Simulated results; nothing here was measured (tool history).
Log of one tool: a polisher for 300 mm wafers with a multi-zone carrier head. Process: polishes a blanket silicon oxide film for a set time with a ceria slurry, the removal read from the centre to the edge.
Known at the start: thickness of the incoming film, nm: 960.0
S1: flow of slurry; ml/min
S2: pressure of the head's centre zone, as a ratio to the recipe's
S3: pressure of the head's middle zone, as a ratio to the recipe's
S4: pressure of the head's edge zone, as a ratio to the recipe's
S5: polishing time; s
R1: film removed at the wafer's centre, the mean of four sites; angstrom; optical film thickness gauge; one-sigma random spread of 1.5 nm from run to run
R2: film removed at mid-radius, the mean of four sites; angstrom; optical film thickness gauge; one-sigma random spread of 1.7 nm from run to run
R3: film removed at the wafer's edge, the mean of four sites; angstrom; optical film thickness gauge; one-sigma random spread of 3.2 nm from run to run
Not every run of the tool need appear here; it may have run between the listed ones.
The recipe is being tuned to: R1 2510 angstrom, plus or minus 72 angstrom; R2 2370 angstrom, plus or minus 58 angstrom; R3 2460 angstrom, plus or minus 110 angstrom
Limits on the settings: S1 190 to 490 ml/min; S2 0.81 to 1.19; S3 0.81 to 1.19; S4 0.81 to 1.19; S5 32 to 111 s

run  hour   S1    S2    S3    S4  S5      R1      R2      R3
  1     0  315     1     1     1  71  4027.1  3876.4  3791.6
  2   6.6  315  1.06     1     1  71    4227  3903.8  3670.5
  3   8.6  310  1.03  0.98  0.98  64  3678.6  3451.8  3261.4
  4  14.2  300     1  0.94  0.96  60  3402.9  3142.3  3041.1
  5  21.9  290  0.97  0.91  0.94  57  3095.9  2854.4  2815.4
  6  27.5  290  0.97  0.91  0.94  50  2706.6  2543.5  2501.4
  7  36.1  290  0.97  0.91  0.94  50  2740.9  2575.5  2519.2
  8  44.1  280  0.95   0.9  0.94  50  2651.3  2514.6  2480.7
  9    49  270  0.94  0.89  0.95  50  2585.3  2458.4  2480.7
 10  54.4  260  0.94  0.89  0.95  50  2595.6  2449.9  2469.5
 11  57.7  250  0.94  0.89  0.96  50    2548  2470.2  2530.8

4 next moves are on the table. One of them brings every result within its allowed miss. Which?
  A    61  265  0.99  0.87  0.94  49   ?   ?   ?
  B    61  250  0.88  0.92  0.98  53   ?   ?   ?
  C    61  345  0.95   0.9  1.01  47   ?   ?   ?
  D    61  300  1.03  0.98  0.81  47   ?   ?   ?

move      R1      R2      R3
   A  2657.4  2367.7  2474.8
   B  2555.7  2668.5    2714
   C    2514  2389.9  2494.3
   D  2682.1  2536.4  2242.9
A: brings the last run's worst result on target, with another outside its allowed miss
B: its largest miss is bigger than the last run's
C: every result lands within tolerance
D: its largest miss is bigger than the last run's
Move C is the one to make.
